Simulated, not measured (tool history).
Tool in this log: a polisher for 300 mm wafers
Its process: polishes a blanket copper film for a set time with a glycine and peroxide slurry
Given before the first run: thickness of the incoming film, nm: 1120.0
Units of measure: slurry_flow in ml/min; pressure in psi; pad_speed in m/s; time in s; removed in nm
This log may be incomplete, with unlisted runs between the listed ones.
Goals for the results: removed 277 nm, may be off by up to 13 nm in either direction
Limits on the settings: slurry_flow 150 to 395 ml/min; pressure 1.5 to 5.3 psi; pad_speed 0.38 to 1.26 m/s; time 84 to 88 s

Run 1, hour 0: slurry_flow 250 ml/min, pressure 3.4 psi, pad_speed 0.82 m/s, time 84 s. Result: removed 486.78 nm.
Run 2, hour 2.2: slurry_flow 315 ml/min, pressure 3.4 psi, pad_speed 0.82 m/s, time 84 s. Result: removed 489.9 nm.
Run 3, hour 3.5: slurry_flow 315 ml/min, pressure 4 psi, pad_speed 0.82 m/s, time 84 s. Result: removed 548.86 nm.
Run 4, hour 11.9: slurry_flow 315 ml/min, pressure 4 psi, pad_speed 0.92 m/s, time 84 s. Result: removed 600.74 nm.
Run 5, hour 15.5: slurry_flow 315 ml/min, pressure 4 psi, pad_speed 0.92 m/s, time 84 s. Result: removed 612.7 nm.
Run 6, hour 18.1: slurry_flow 315 ml/min, pressure 4.5 psi, pad_speed 0.92 m/s, time 84 s. Result: removed 654.84 nm.
Run 7, hour 26.2: slurry_flow 310 ml/min, pressure 3.6 psi, pad_speed 0.78 m/s, time 84 s. Result: removed 494.19 nm.
Run 8, hour 28.1: slurry_flow 295 ml/min, pressure 2.6 psi, pad_speed 0.56 m/s, time 84 s. Result: removed 319.62 nm.
Run 9, hour 36: slurry_flow 295 ml/min, pressure 2.4 psi, pad_speed 0.56 m/s, time 84 s. Result: removed 310.91 nm.

4 candidate next runs follow, results not yet known. Just one meets every target within its allowed miss. Identify it.
Run A, hour 43.9: slurry_flow 245 ml/min, pressure 1.9 psi, pad_speed 0.62 m/s, time 84 s. Result: removed ?.
Run B, hour 43.9: slurry_flow 250 ml/min, pressure 1.9 psi, pad_speed 0.5 m/s, time 84 s. Result: removed ?.
Run C, hour 43.9: slurry_flow 320 ml/min, pressure 1.9 psi, pad_speed 0.5 m/s, time 84 s. Result: removed ?.
Run D, hour 43.9: slurry_flow 255 ml/min, pressure 2 psi, pad_speed 0.5 m/s, time 84 s. Result: removed ?.

move  removed
   A   283.56
   B   251.26
   C   257.69
   D   258.55
A: meets every target
B: pushes the last run's worst result past its target
C: pushes the last run's worst result past its target
D: pushes the last run's worst result past its target
Move A is the one to make.

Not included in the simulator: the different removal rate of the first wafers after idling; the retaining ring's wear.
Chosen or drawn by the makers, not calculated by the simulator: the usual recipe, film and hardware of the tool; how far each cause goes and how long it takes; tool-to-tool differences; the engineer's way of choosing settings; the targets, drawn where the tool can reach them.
